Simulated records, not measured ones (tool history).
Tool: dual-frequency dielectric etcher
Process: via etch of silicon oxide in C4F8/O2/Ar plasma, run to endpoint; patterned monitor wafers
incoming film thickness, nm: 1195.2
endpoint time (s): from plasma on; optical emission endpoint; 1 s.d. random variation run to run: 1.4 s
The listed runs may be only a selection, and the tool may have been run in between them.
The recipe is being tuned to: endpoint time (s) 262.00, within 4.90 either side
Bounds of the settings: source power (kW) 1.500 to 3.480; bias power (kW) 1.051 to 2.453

| run | hour | source power (kW) | bias power (kW) | endpoint time (s) |
|---|---|---|---|---|
| 1 | 0.0 | 2.490 | 1.752 | 222.98 |
| 2 | 6.8 | 2.250 | 1.716 | 230.65 |
| 3 | 10.2 | 2.570 | 1.716 | 219.42 |
| 4 | 12.4 | 2.300 | 1.669 | 234.38 |
| 5 | 18.8 | 2.150 | 1.653 | 239.49 |
| 6 | 26.7 | 2.580 | 1.653 | 222.18 |
| 7 | 31.8 | 2.340 | 1.621 | 235.49 |
| 8 | 37.0 | 2.190 | 1.607 | 244.60 |
| 9 | 42.4 | 2.100 | 1.601 | 248.08 |
| 10 | 51.2 | 2.030 | 1.595 | 254.14 |
| 11 | 52.6 | 1.990 | 1.593 | 255.02 |

Exactly one of the 4 candidate moves below puts every result within its allowed miss. Which one?
| A | 54.0 | 2.330 | 1.407 | ? |
| B | 54.0 | 1.710 | 1.584 | ? |
| C | 54.0 | 2.250 | 1.190 | ? |
| D | 54.0 | 1.950 | 1.530 | ? |

| move | endpoint time (s) |
|---|---|
| A | 250.38 |
| B | 276.64 |
| C | 275.83 |
| D | 263.04 |
A: the biggest miss grows against the last run
B: moves the result that the last run missed by most past its target, out the other side
C: moves the result that the last run missed by most past its target, out the other side
D: hits every target within its allowed miss
Move D is the one to make.

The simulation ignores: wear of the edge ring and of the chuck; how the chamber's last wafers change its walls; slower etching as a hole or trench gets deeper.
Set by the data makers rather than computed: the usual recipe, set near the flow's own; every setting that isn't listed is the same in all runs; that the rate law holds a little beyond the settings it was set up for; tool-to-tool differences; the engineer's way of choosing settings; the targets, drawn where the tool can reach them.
